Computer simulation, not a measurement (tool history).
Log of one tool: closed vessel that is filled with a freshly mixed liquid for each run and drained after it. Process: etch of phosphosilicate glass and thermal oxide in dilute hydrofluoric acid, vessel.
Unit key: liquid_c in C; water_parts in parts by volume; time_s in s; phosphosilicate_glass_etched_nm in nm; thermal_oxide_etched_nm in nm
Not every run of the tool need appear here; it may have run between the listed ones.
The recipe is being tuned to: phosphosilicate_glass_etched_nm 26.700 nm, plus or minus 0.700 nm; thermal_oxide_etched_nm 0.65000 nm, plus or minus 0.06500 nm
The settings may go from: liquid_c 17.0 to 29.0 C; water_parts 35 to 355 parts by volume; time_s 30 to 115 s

run,day,liquid_c,water_parts,time_s,phosphosilicate_glass_etched_nm,thermal_oxide_etched_nm
1,0.000,21.0,195,60,49.493,1.21610
2,0.221,19.5,220,60,40.197,1.00630
3,0.338,19.0,240,60,35.603,0.86219
4,0.475,18.5,255,60,32.410,0.78183
5,0.704,18.0,265,60,30.431,0.72715
6,0.992,18.0,235,60,34.985,0.80592
7,1.308,18.0,255,60,31.694,0.77073
8,1.558,17.5,265,60,29.927,0.72609
9,1.775,17.5,270,60,29.300,0.71114
10,1.983,17.5,275,60,28.580,0.68095
11,2.108,17.5,280,60,27.825,0.66835

Below are 5 possible settings for the next run. Only one of them brings all results inside the allowed miss of their targets. Which is it?
A,2.233,18.5,260,55,?,?
B,2.233,17.0,305,70,?,?
C,2.233,17.0,265,55,?,?
D,2.233,17.0,260,60,?,?
E,2.233,25.0,285,50,?,?

move,phosphosilicate_glass_etched_nm,thermal_oxide_etched_nm
A,29.068,0.71150
B,28.703,0.70258
C,26.803,0.65606
D,29.924,0.73244
E,29.916,0.73225
A: its largest miss is bigger than the last run's
B: its largest miss is bigger than the last run's
C: every result within its allowed miss
D: its largest miss is bigger than the last run's
E: its largest miss is bigger than the last run's
Answer: C
